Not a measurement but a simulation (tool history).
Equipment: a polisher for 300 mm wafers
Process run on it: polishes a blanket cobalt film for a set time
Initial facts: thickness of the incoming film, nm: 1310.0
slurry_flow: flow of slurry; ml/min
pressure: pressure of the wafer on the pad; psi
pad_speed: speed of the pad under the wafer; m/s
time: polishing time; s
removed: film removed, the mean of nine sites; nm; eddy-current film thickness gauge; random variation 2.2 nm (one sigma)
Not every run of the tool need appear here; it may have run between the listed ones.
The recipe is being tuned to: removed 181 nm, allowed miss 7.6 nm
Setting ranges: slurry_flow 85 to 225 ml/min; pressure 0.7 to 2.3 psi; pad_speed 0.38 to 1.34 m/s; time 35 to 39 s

Run 1, hour 0: slurry_flow 145 ml/min, pressure 1.5 psi, pad_speed 0.86 m/s, time 39 s. Result: removed 112.06 nm.
Run 2, hour 5.8: slurry_flow 145 ml/min, pressure 1.6 psi, pad_speed 0.86 m/s, time 39 s. Result: removed 118.01 nm.
Run 3, hour 13: slurry_flow 145 ml/min, pressure 1.6 psi, pad_speed 0.86 m/s, time 35 s. Result: removed 107.18 nm.
Run 4, hour 18.6: slurry_flow 145 ml/min, pressure 1.7 psi, pad_speed 0.88 m/s, time 35 s. Result: removed 111.21 nm.
Run 5, hour 19.7: slurry_flow 145 ml/min, pressure 1.7 psi, pad_speed 1.06 m/s, time 35 s. Result: removed 137.29 nm.
Run 6, hour 21.8: slurry_flow 145 ml/min, pressure 1.7 psi, pad_speed 1.22 m/s, time 35 s. Result: removed 155.46 nm.
Run 7, hour 28.9: slurry_flow 150 ml/min, pressure 1.8 psi, pad_speed 1.22 m/s, time 35 s. Result: removed 163.71 nm.
Run 8, hour 37.4: slurry_flow 150 ml/min, pressure 1.9 psi, pad_speed 1.22 m/s, time 35 s. Result: removed 171.85 nm.

Exercise: of the 5 proposed moves below, exactly one satisfies all targets within the stated allowed misses. Which move is it?
Run A, hour 45.9: slurry_flow 150 ml/min, pressure 1.8 psi, pad_speed 1.06 m/s, time 38 s. Result: removed ?.
Run B, hour 45.9: slurry_flow 160 ml/min, pressure 1.7 psi, pad_speed 1.26 m/s, time 35 s. Result: removed ?.
Run C, hour 45.9: slurry_flow 175 ml/min, pressure 1.6 psi, pad_speed 1.22 m/s, time 36 s. Result: removed ?.
Run D, hour 45.9: slurry_flow 155 ml/min, pressure 1.8 psi, pad_speed 1.24 m/s, time 38 s. Result: removed ?.
Run E, hour 45.9: slurry_flow 185 ml/min, pressure 1.7 psi, pad_speed 1.14 m/s, time 39 s. Result: removed ?.

move  removed
   A   154.77
   B   163.55
   C   158.15
   D   181.51
   E   169.22
A: its largest miss is bigger than the last run's
B: its largest miss is bigger than the last run's
C: its largest miss is bigger than the last run's
D: in spec on every target
E: its largest miss is bigger than the last run's
So the answer is move D, the one that meets all the targets.
